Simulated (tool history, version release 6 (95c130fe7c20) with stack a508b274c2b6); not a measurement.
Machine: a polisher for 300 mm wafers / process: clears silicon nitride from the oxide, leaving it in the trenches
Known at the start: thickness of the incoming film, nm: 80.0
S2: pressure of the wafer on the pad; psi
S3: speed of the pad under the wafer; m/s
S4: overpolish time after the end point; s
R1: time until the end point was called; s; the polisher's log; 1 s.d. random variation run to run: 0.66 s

Run 1, hour 0: flow of slurry (ml/min) 315, S2 3 psi, S3 1.28 m/s, S4 43 s. Result: R1 55.003 s.
Run 2, hour 4.2: flow of slurry (ml/min) 315, S2 3 psi, S3 1.28 m/s, S4 43 s. Result: R1 56.843 s.
Run 3, hour 6.4: flow of slurry (ml/min) 315, S2 3 psi, S3 1.44 m/s, S4 43 s. Result: R1 50.672 s.
Run 4, hour 12.1: flow of slurry (ml/min) 315, S2 3.1 psi, S3 1.44 m/s, S4 43 s. Result: R1 48.684 s.
Run 5, hour 16.7: flow of slurry (ml/min) 315, S2 3.2 psi, S3 1.44 m/s, S4 43 s. Result: R1 47.989 s.
Run 6, hour 21.6: flow of slurry (ml/min) 250, S2 3.2 psi, S3 1.44 m/s, S4 43 s. Result: R1 49.93 s.
Run 7, hour 27.5: flow of slurry (ml/min) 260, S2 3.3 psi, S3 1.44 m/s, S4 43 s. Result: R1 46.964 s.
Run 8, hour 28.7: flow of slurry (ml/min) 260, S2 3.4 psi, S3 1.44 m/s, S4 43 s. Result: R1 46.127 s.
Run 9, hour 33.4: flow of slurry (ml/min) 260, S2 3.5 psi, S3 1.44 m/s, S4 43 s. Result: R1 46.604 s.
Run 10, hour 37.8: flow of slurry (ml/min) 260, S2 3.5 psi, S3 1.44 m/s, S4 43 s. Result: R1 45.668 s.

Expected results for the next run?
Run 11, hour 42: flow of slurry (ml/min) 260, S2 3.5 psi, S3 1.44 m/s, S4 43 s. Result: R1 ?.

For run 11 the tool returned R1 45.436 s.
